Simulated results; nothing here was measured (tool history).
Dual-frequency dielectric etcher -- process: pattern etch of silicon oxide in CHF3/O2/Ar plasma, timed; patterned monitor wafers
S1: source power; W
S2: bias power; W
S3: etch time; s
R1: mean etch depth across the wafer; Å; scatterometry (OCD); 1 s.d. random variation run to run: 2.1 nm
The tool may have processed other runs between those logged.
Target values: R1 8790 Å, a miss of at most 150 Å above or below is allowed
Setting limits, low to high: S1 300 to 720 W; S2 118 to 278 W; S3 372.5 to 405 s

Run 1, hour 0: S1 510 W, S2 198 W, S3 405 s. Result: R1 7761.2 Å.
Run 2, hour 7.7: S1 560 W, S2 201 W, S3 405 s. Result: R1 7993.7 Å.
Run 3, hour 12.5: S1 560 W, S2 201 W, S3 372.5 s. Result: R1 7402.4 Å.
Run 4, hour 16.9: S1 490 W, S2 201 W, S3 372.5 s. Result: R1 7018.1 Å.
Run 5, hour 19.6: S1 570 W, S2 201 W, S3 372.5 s. Result: R1 7470.7 Å.
Run 6, hour 28.2: S1 570 W, S2 226 W, S3 372.5 s. Result: R1 7745 Å.
Run 7, hour 36: S1 570 W, S2 226 W, S3 372.5 s. Result: R1 7770.8 Å.
Run 8, hour 40.3: S1 610 W, S2 233 W, S3 373.5 s. Result: R1 8083.4 Å.
Run 9, hour 43.4: S1 640 W, S2 237 W, S3 374 s. Result: R1 8254.7 Å.
Run 10, hour 50.9: S1 660 W, S2 241 W, S3 374.5 s. Result: R1 8417.8 Å.
Run 11, hour 58.6: S1 680 W, S2 243 W, S3 375 s. Result: R1 8563.1 Å.
Run 12, hour 63.2: S1 690 W, S2 244 W, S3 375 s. Result: R1 8643.5 Å.

Pick the move, out of 5, that brings all results within their allowed miss; only one does.
Run A, hour 67.8: S1 710 W, S2 206 W, S3 385 s. Result: R1 ?.
Run B, hour 67.8: S1 720 W, S2 181 W, S3 396.5 s. Result: R1 ?.
Run C, hour 67.8: S1 630 W, S2 255 W, S3 372.5 s. Result: R1 ?.
Run D, hour 67.8: S1 720 W, S2 260 W, S3 382.5 s. Result: R1 ?.
Run E, hour 67.8: S1 670 W, S2 268 W, S3 372.5 s. Result: R1 ?.

move      R1
   A  8460.2
   B  8387.5
   C  8425.5
   D  9162.5
   E  8778.1
A: misses by more than the last run did
B: misses by more than the last run did
C: misses by more than the last run did
D: carries the result that was furthest off beyond its target, to the other side
E: meets every target
Go with E: it meets all targets.
